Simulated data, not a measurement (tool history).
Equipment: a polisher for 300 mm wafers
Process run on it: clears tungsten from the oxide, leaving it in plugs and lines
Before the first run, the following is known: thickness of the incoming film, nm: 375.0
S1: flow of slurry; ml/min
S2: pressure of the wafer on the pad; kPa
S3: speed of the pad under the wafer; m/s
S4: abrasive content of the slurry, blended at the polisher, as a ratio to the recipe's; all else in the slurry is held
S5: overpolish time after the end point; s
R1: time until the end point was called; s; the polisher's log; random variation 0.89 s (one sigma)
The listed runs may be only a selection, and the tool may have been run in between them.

run,hour,S1,S2,S3,S4,S5,R1
1,0,170,20,0.98,1,30,122.95
2,4.1,170,20,0.98,1,32,123.04
3,11,170,15.9,0.98,1,32,152.78
4,18.5,170,19.3,1,1,32,126.43
5,21.8,170,15.9,1,1,32,153.15
6,23.7,170,11.7,1,1,32,205.17
7,30.6,170,15.9,1.02,1,32,148.83
8,36.2,170,18.6,1.02,1,32,127.42

Expected results for the next run?
9,40.9,170,21.4,1.02,1,32,?

R1: 113.14 s

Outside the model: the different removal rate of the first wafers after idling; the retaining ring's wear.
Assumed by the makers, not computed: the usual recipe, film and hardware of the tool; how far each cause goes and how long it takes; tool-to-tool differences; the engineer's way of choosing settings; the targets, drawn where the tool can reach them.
